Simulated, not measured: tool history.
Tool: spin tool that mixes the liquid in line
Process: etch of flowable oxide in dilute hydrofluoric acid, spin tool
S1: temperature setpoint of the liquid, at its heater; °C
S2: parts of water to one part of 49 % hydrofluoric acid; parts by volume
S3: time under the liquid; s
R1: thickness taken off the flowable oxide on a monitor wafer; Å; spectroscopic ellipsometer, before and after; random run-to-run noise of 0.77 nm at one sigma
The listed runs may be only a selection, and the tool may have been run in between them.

| run | hour | S1 | S2 | S3 | R1 |
|---|---|---|---|---|---|
| 1 | 0 | 21 | 115 | 135 | 309.05 |
| 2 | 1.8 | 21 | 140 | 135 | 249.69 |
| 3 | 3.2 | 23 | 110 | 135 | 351.65 |
| 4 | 5.3 | 21 | 110 | 135 | 328.66 |
| 5 | 11.5 | 18 | 110 | 135 | 291.9 |
| 6 | 18.3 | 20.5 | 90 | 135 | 406.12 |
| 7 | 22.6 | 22.5 | 80 | 135 | 503.17 |
| 8 | 28 | 24 | 75 | 135 | 563.41 |
| 9 | 32.1 | 25 | 70 | 135 | 632.9 |
| 10 | 40.7 | 29 | 55 | 135 | 980.7 |
| 11 | 44.4 | 28.5 | 55 | 135 | 935.42 |
| 12 | 46 | 28 | 55 | 135 | 934.17 |

Run 13 has not been measured yet. What should we expect?
| 13 | 46.8 | 27.5 | 55 | 135 | ? |

{"run 13": {"R1": 912.24}}
